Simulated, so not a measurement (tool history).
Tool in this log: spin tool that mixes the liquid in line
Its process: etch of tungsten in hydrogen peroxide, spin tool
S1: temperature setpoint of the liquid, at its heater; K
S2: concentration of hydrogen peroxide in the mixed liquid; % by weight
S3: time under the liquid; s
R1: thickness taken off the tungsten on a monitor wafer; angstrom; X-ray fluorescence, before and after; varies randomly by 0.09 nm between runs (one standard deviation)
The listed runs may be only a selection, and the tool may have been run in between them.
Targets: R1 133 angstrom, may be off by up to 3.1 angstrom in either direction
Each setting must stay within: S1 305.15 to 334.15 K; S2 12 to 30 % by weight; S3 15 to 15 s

run,hour,S1,S2,S3,R1
1,0,318.15,21.5,15,232.09
2,8.4,318.15,24,15,247.21
3,14.9,316.65,24,15,224.73
4,21.9,315.15,24,15,203.27
5,24.5,320.65,24,15,291.79
6,26.6,320.65,24,15,284.99
7,32.5,312.65,24,15,174.22
8,33.7,312.15,24,15,168.15
9,38.3,311.65,24,15,161.06
10,39.8,311.15,24,15,155.67
11,40.8,308.15,24,15,127.66

Pick the move, out of 5, that brings all results within their allowed miss; only one does.
A,41.8,308.65,20,15,?
B,41.8,308.15,23,15,?
C,41.8,306.15,26.5,15,?
D,41.8,309.15,23,15,?
E,41.8,307.65,24,15,?

move,R1
A,121.89
B,126.4
C,118.51
D,135.16
E,124.84
A: misses by more than the last run did
B: misses by more than the last run did
C: misses by more than the last run did
D: meets every target
E: misses by more than the last run did
The move that meets every target is D.
